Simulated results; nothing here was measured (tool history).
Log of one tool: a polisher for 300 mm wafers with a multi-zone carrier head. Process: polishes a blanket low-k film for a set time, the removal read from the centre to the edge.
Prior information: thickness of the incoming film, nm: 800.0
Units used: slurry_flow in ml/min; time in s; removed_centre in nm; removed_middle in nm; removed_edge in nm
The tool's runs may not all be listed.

{"run": 1, "hour": 0.0, "slurry_flow": 300, "centre_zone": 1, "middle_zone": 1, "edge_zone": 1, "slurry_solids": 1, "time": 34, "removed_centre": 12.678, "removed_middle": 13.143, "removed_edge": 12.99}
{"run": 2, "hour": 2.0, "slurry_flow": 305, "centre_zone": 1.03, "middle_zone": 1.02, "edge_zone": 1.03, "slurry_solids": 1.1, "time": 34, "removed_centre": 13.828, "removed_middle": 14.201, "removed_edge": 14.134}
{"run": 3, "hour": 5.1, "slurry_flow": 315, "centre_zone": 1.06, "middle_zone": 1.04, "edge_zone": 1.05, "slurry_solids": 1.15, "time": 34, "removed_centre": 14.398, "removed_middle": 14.603, "removed_edge": 14.519}
{"run": 4, "hour": 10.8, "slurry_flow": 315, "centre_zone": 1.06, "middle_zone": 0.97, "edge_zone": 1.05, "slurry_solids": 1.15, "time": 34, "removed_centre": 14.329, "removed_middle": 13.452, "removed_edge": 14.311}
{"run": 5, "hour": 16.7, "slurry_flow": 320, "centre_zone": 1.08, "middle_zone": 1, "edge_zone": 1.06, "slurry_solids": 1.2, "time": 34, "removed_centre": 15.096, "removed_middle": 13.98, "removed_edge": 14.605}
{"run": 6, "hour": 24.6, "slurry_flow": 320, "centre_zone": 1.01, "middle_zone": 1, "edge_zone": 1.06, "slurry_solids": 1.2, "time": 34, "removed_centre": 14.175, "removed_middle": 14.244, "removed_edge": 14.648}
{"run": 7, "hour": 32.0, "slurry_flow": 320, "centre_zone": 1.04, "middle_zone": 1.03, "edge_zone": 1.07, "slurry_solids": 1.25, "time": 34, "removed_centre": 14.686, "removed_middle": 14.937, "removed_edge": 15.318}
{"run": 8, "hour": 38.4, "slurry_flow": 390, "centre_zone": 1.14, "middle_zone": 1.11, "edge_zone": 1.01, "slurry_solids": 1.5, "time": 36, "removed_centre": 18.742, "removed_middle": 17.909, "removed_edge": 16.952}
{"run": 9, "hour": 43.6, "slurry_flow": 390, "centre_zone": 1.14, "middle_zone": 1.12, "edge_zone": 1.03, "slurry_solids": 1.5, "time": 36, "removed_centre": 18.918, "removed_middle": 18.191, "removed_edge": 16.619}

Run 10 has not been measured yet. What should we expect?
{"run": 10, "hour": 48.8, "slurry_flow": 390, "centre_zone": 1.13, "middle_zone": 1.11, "edge_zone": 1.03, "slurry_solids": 1.5, "time": 37, "removed_centre": "?", "removed_middle": "?", "removed_edge": "?"}

removed_centre: 18.99 nm
removed_middle: 18.909 nm
removed_edge: 17.862 nm
